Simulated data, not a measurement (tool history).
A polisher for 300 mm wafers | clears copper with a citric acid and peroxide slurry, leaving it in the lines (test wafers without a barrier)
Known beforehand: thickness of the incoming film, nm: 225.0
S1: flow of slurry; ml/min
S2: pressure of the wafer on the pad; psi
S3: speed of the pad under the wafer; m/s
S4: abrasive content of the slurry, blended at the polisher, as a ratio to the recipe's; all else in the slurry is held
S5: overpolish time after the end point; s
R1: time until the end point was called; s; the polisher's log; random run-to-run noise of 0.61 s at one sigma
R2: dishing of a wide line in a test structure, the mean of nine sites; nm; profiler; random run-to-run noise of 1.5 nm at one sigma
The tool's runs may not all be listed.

run 1 hour=0 | S1=210 S2=3.7 S3=1.16 S4=1 S5=21 | R1=85.878 R2=40.158
run 2 hour=2.5 | S1=190 S2=3.7 S3=1.16 S4=1 S5=21 | R1=86.827 R2=39.701
run 3 hour=8.3 | S1=190 S2=3.7 S3=0.9 S4=1 S5=21 | R1=107.71 R2=32.502
run 4 hour=11.7 | S1=190 S2=3.7 S3=0.66 S4=1 S5=21 | R1=145.85 R2=25.193
run 5 hour=13.7 | S1=190 S2=3.7 S3=0.52 S4=1 S5=21 | R1=184.18 R2=19.417
run 6 hour=20.7 | S1=190 S2=3.7 S3=0.52 S4=1 S5=16 | R1=181.28 R2=15.753
run 7 hour=26.2 | S1=190 S2=3.9 S3=0.66 S4=1 S5=17 | R1=137.49 R2=22.077
run 8 hour=34 | S1=190 S2=4.2 S3=0.74 S4=1 S5=18 | R1=118.05 R2=26.663
run 9 hour=36.8 | S1=190 S2=4.4 S3=0.82 S4=1 S5=19 | R1=100.42 R2=32.322
run 10 hour=45.1 | S1=190 S2=4.6 S3=0.88 S4=1 S5=20 | R1=89.645 R2=36.071
run 11 hour=52.9 | S1=190 S2=4.7 S3=0.96 S4=1 S5=21 | R1=79.739 R2=41.985
-- hour=59 worn pad replaced by a new one
run 12 hour=59 | S1=190 S2=4.8 S3=1.02 S4=1 S5=22 | R1=67.276 R2=50.633
run 13 hour=66.8 | S1=190 S2=4.9 S3=1.04 S4=1 S5=23 | R1=62.999 R2=55.936
run 14 hour=68.1 | S1=190 S2=5 S3=1.06 S4=1 S5=24 | R1=62.175 R2=56.453

Run 15 is up next; what results do you expect?
run 15 hour=74.6 | S1=190 S2=5.1 S3=1.08 S4=1 S5=25 | R1=? R2=?

Run 15 came out at R1 60.561 s, R2 61.932 nm.
